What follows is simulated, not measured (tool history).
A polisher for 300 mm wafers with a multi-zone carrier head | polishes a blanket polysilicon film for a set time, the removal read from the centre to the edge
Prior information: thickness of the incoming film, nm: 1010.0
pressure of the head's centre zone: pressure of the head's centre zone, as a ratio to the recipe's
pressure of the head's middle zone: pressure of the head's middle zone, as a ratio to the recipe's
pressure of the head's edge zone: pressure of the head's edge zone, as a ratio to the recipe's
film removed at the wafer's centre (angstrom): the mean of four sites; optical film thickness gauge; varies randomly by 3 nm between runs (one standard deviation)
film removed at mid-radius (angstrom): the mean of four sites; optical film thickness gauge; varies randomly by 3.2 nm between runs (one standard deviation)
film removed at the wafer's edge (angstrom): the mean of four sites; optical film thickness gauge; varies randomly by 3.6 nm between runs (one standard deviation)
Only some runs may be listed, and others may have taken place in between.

run,hour,flow of slurry (ml/min),pressure of the head's centre zone,pressure of the head's middle zone,pressure of the head's edge zone,polishing time (s),film removed at the wafer's centre (angstrom),film removed at mid-radius (angstrom),film removed at the wafer's edge (angstrom)
1,0.0,240,1.00,1.00,1.00,46,3719.4,3833.8,3897.8
2,3.3,240,1.00,1.00,1.00,39,3228.2,3228.0,3287.2
3,6.1,225,0.94,1.00,1.00,38,2883.5,3152.7,3263.5
4,7.2,200,0.94,1.00,1.00,38,2869.0,3078.0,3060.7
5,12.4,195,0.90,0.99,1.00,38,2700.9,3076.9,3145.7
6,15.2,185,0.88,0.99,1.00,38,2664.3,3022.3,3073.0

Predict the results of run 7:
7,16.7,185,0.86,0.99,1.00,38,?,?,?

film removed at the wafer's centre (angstrom): 2530.3
film removed at mid-radius (angstrom): 3027.8
film removed at the wafer's edge (angstrom): 3051.3
